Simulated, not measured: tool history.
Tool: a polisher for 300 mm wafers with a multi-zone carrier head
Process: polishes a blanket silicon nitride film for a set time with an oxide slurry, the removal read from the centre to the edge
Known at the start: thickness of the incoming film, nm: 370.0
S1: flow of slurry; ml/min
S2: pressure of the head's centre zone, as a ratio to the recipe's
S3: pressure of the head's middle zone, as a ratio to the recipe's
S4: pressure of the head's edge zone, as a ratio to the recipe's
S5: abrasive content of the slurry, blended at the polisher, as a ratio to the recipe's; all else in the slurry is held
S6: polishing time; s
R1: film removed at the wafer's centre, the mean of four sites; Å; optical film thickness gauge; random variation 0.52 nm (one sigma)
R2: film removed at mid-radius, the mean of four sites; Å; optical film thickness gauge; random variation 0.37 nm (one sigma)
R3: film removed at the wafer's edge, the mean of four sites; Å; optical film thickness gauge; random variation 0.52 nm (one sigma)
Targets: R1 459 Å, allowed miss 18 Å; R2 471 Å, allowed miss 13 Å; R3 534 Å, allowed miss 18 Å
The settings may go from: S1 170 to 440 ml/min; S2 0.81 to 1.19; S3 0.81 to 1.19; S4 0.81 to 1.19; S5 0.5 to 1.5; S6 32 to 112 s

run 1 day=0 | S1=280 S2=1 S3=1 S4=1 S5=1 S6=72 | R1=579.91 R2=576.66 R3=584.83
run 2 day=0.321 | S1=270 S2=0.95 S3=0.95 S4=0.98 S5=0.95 S6=72 | R1=526.56 R2=547.44 R3=561.89
run 3 day=0.629 | S1=260 S2=0.93 S3=0.91 S4=0.98 S5=0.9 S6=72 | R1=513.15 R2=513.35 R3=540.23
run 4 day=0.929 | S1=260 S2=0.93 S3=0.91 S4=0.94 S5=0.9 S6=72 | R1=528.75 R2=500.61 R3=526.48
run 5 day=1.038 | S1=260 S2=0.93 S3=0.91 S4=0.94 S5=1 S6=72 | R1=536.62 R2=530.9 R3=559.57
run 6 day=1.15 | S1=250 S2=0.9 S3=0.88 S4=0.95 S5=1 S6=72 | R1=518.3 R2=521.98 R3=554.09
run 7 day=1.358 | S1=225 S2=0.83 S3=0.81 S4=1.05 S5=0.85 S6=72 | R1=438.14 R2=442.76 R3=542.69
run 8 day=1.546 | S1=235 S2=0.84 S3=0.83 S4=1.04 S5=0.85 S6=72 | R1=447.81 R2=452 R3=543.4

5 next moves are on the table. One of them brings every result within its allowed miss. Which?
run A day=1.733 | S1=260 S2=0.82 S3=0.81 S4=1.02 S5=0.85 S6=75 | R1=? R2=? R3=?
run B day=1.733 | S1=260 S2=0.84 S3=0.86 S4=1 S5=0.9 S6=70 | R1=? R2=? R3=?
run C day=1.733 | S1=210 S2=0.84 S3=0.82 S4=1.06 S5=0.85 S6=72 | R1=? R2=? R3=?
run D day=1.733 | S1=235 S2=0.82 S3=0.81 S4=1.04 S5=0.85 S6=71 | R1=? R2=? R3=?
run E day=1.733 | S1=270 S2=0.81 S3=0.81 S4=1.07 S5=0.85 S6=69 | R1=? R2=? R3=?

move=A R1=460.91 R2=468.48 R3=556.58
move=B R1=451.71 R2=471.6 R3=528.06
move=C R1=437.89 R2=441.17 R3=532.73
move=D R1=430.13 R2=437.8 R3=526.79
move=E R1=421.43 R2=432.91 R3=526.06
A: brings the result that was furthest off to its target, and leaves another outside
B: meets every target
C: further off than the last run
D: further off than the last run
E: further off than the last run
The right move is B.
